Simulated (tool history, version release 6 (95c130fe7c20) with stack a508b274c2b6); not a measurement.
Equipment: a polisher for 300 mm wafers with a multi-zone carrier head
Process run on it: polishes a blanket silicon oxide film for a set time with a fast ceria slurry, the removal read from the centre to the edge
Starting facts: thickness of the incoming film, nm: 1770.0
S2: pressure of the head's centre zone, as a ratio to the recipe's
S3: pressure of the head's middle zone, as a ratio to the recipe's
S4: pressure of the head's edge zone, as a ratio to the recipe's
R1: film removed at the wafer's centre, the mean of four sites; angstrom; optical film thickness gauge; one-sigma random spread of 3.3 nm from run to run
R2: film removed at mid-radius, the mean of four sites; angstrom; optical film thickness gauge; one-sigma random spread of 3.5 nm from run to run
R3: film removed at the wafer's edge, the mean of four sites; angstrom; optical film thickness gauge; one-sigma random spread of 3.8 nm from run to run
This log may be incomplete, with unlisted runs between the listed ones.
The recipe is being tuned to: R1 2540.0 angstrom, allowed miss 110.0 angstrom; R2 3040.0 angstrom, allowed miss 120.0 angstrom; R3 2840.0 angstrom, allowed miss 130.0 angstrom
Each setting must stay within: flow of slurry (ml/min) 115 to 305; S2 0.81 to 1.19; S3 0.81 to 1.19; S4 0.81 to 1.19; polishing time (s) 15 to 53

Run 1, hour 0.0: flow of slurry (ml/min) 195, S2 1.00, S3 1.00, S4 1.00, polishing time (s) 34. Result: R1 4157.2 angstrom, R2 4263.9 angstrom, R3 4114.0 angstrom.
Run 2, hour 3.8: flow of slurry (ml/min) 190, S2 0.98, S3 1.00, S4 0.99, polishing time (s) 33. Result: R1 4014.6 angstrom, R2 4097.0 angstrom, R3 3983.9 angstrom.
Run 3, hour 12.2: flow of slurry (ml/min) 190, S2 0.96, S3 1.01, S4 0.99, polishing time (s) 31. Result: R1 3632.4 angstrom, R2 3829.5 angstrom, R3 3789.1 angstrom.
Run 4, hour 15.1: flow of slurry (ml/min) 190, S2 0.95, S3 1.02, S4 0.98, polishing time (s) 30. Result: R1 3416.3 angstrom, R2 3746.8 angstrom, R3 3655.3 angstrom.
Run 5, hour 17.4: flow of slurry (ml/min) 190, S2 0.90, S3 1.02, S4 0.98, polishing time (s) 30. Result: R1 3273.5 angstrom, R2 3738.4 angstrom, R3 3645.1 angstrom.
Run 6, hour 20.8: flow of slurry (ml/min) 190, S2 0.90, S3 1.02, S4 0.96, polishing time (s) 29. Result: R1 3160.9 angstrom, R2 3687.9 angstrom, R3 3435.0 angstrom.
Run 7, hour 24.6: flow of slurry (ml/min) 185, S2 0.89, S3 1.01, S4 0.95, polishing time (s) 29. Result: R1 3077.9 angstrom, R2 3503.3 angstrom, R3 3546.3 angstrom.
Run 8, hour 26.2: flow of slurry (ml/min) 185, S2 0.89, S3 1.01, S4 0.95, polishing time (s) 29. Result: R1 3088.2 angstrom, R2 3594.0 angstrom, R3 3391.6 angstrom.
Run 9, hour 34.6: flow of slurry (ml/min) 180, S2 0.88, S3 1.00, S4 0.94, polishing time (s) 29. Result: R1 3056.7 angstrom, R2 3647.7 angstrom, R3 3465.1 angstrom.
Run 10, hour 42.6: flow of slurry (ml/min) 180, S2 0.88, S3 1.00, S4 0.94, polishing time (s) 28. Result: R1 3002.9 angstrom, R2 3402.6 angstrom, R3 3325.9 angstrom.
Run 11, hour 50.5: flow of slurry (ml/min) 180, S2 0.87, S3 1.00, S4 0.93, polishing time (s) 28. Result: R1 2924.2 angstrom, R2 3384.4 angstrom, R3 3311.8 angstrom.
Run 12, hour 51.9: flow of slurry (ml/min) 180, S2 0.87, S3 1.00, S4 0.92, polishing time (s) 28. Result: R1 2996.4 angstrom, R2 3418.0 angstrom, R3 3239.2 angstrom.
Run 13, hour 52.5: flow of slurry (ml/min) 175, S2 0.86, S3 1.00, S4 0.91, polishing time (s) 28. Result: R1 2895.8 angstrom, R2 3443.2 angstrom, R3 3176.1 angstrom.
Run 14, hour 58.1: flow of slurry (ml/min) 145, S2 0.82, S3 0.91, S4 0.84, polishing time (s) 26. Result: R1 2474.1 angstrom, R2 2944.4 angstrom, R3 2894.0 angstrom.

Which of these 4 next moves meets every target?
Run A, hour 63.7: flow of slurry (ml/min) 130, S2 0.81, S3 0.96, S4 0.96, polishing time (s) 27. Result: R1 ?, R2 ?, R3 ?.
Run B, hour 63.7: flow of slurry (ml/min) 140, S2 0.83, S3 0.96, S4 0.81, polishing time (s) 26. Result: R1 ?, R2 ?, R3 ?.
Run C, hour 63.7: flow of slurry (ml/min) 120, S2 0.81, S3 0.86, S4 0.96, polishing time (s) 27. Result: R1 ?, R2 ?, R3 ?.
Run D, hour 63.7: flow of slurry (ml/min) 140, S2 0.84, S3 0.90, S4 0.82, polishing time (s) 26. Result: R1 ?, R2 ?, R3 ?.

move      R1      R2      R3
   A  2555.4  3100.4  3144.4
   B  2545.7  3010.7  2819.9
   C  2527.6  2803.9  3128.1
   D  2575.6  2852.7  2837.3
A: gets the furthest-off result to its target, but another result is out of tolerance
B: all results land within tolerance of their targets
C: lands further from the targets than the last run did
D: lands further from the targets than the last run did
The move that meets every target is B.
